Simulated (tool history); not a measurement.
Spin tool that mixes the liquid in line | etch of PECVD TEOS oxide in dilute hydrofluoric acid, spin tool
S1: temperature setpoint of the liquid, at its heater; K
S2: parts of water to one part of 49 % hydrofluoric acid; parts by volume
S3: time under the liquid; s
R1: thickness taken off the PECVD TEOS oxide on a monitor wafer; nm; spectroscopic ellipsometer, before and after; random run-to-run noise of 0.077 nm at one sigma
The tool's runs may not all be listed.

run  hour      S1  S2  S3      R1
  1     0  298.15  80  15  2.9218
  2     2  300.65  65  15  4.1104
  3     5  300.65  50  15  5.5533
  4  10.3  302.15  45  15  6.4328
  5  11.5  303.15  45  15  6.7605
  6  13.5  303.15  60  15  4.9482
  7  22.4  304.15  55  15  5.7759
  8  28.8  304.65  50  15  6.3654

Predict the results of run 9:
  9  36.9  305.15  45  15   ?

{"run 9": {"R1": 7.3293}}
